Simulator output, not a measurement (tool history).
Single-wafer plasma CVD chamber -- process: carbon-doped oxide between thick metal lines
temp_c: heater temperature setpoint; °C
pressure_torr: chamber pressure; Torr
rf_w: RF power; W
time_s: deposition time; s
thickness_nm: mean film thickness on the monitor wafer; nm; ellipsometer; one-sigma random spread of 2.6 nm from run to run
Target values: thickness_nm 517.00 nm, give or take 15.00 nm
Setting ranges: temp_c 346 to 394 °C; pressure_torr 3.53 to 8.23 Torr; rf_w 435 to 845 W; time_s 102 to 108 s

run,day,temp_c,pressure_torr,rf_w,time_s,thickness_nm
1,0.000,370,5.88,640,108,611.12
2,0.342,370,6.51,640,108,618.14
3,0.496,370,6.51,640,108,616.17
4,0.729,370,6.51,590,108,579.59
5,0.883,370,6.51,590,102,549.96
6,1.162,370,6.47,575,102,540.47
7,1.304,370,6.44,565,102,538.11
8,1.542,372,6.20,520,102,496.32

Next run, 4 choices. One meets every target within its allowed miss, the rest don't. Which?
A,1.779,376,5.74,570,102,?
B,1.779,375,5.84,505,102,?
C,1.779,377,5.70,520,102,?
D,1.779,374,6.02,500,102,?

move,thickness_nm
A,520.54
B,477.06
C,484.42
D,476.69
A: meets every target
B: misses by more than the last run did
C: misses by more than the last run did
D: misses by more than the last run did
A meets every target.

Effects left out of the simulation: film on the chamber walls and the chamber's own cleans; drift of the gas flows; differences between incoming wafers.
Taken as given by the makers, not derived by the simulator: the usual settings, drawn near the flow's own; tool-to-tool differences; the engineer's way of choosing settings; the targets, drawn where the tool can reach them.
